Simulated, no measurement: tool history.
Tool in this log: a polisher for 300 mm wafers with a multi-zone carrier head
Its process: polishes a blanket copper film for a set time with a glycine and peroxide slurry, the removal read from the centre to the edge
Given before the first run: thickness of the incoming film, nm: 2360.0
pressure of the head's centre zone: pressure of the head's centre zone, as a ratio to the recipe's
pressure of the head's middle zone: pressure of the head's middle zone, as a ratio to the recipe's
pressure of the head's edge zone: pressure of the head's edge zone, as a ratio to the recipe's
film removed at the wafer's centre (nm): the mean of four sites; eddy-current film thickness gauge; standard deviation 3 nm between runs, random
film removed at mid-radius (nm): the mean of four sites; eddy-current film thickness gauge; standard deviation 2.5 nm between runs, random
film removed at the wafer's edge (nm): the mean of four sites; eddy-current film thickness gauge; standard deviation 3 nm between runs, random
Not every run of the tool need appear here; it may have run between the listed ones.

run	day	flow of slurry (ml/min)	pressure of the head's centre zone	pressure of the head's middle zone	pressure of the head's edge zone	polishing time (s)	film removed at the wafer's centre (nm)	film removed at mid-radius (nm)	film removed at the wafer's edge (nm)
1	0.000	160	1.00	1.00	1.00	40	287.36	299.02	293.35
2	0.058	160	1.01	1.00	0.97	38	278.96	280.78	281.81
3	0.238	160	1.01	1.00	0.97	42	301.07	310.41	305.58
4	0.504	160	1.01	0.96	0.97	42	313.01	293.92	305.72
5	0.571	160	1.01	0.91	0.97	42	305.28	286.04	303.59
6	0.738	165	1.02	0.95	0.94	39	293.39	278.45	287.02
7	1.029	165	1.04	0.99	0.91	36	270.97	265.61	257.65
8	1.362	160	1.05	1.00	0.89	35	266.83	259.08	240.87
9	1.562	150	1.04	1.00	0.88	35	257.06	255.01	239.81
10	1.679	140	1.04	1.00	0.86	35	251.52	249.27	232.93
11	1.888	135	1.04	1.00	0.85	35	246.38	241.34	232.92

What will run 12 give?
12	2.038	135	1.05	1.01	0.84	34	?	?	?

Run 12 yielded film removed at the wafer's centre (nm) 243.64, film removed at mid-radius (nm) 241.64, film removed at the wafer's edge (nm) 223.90.
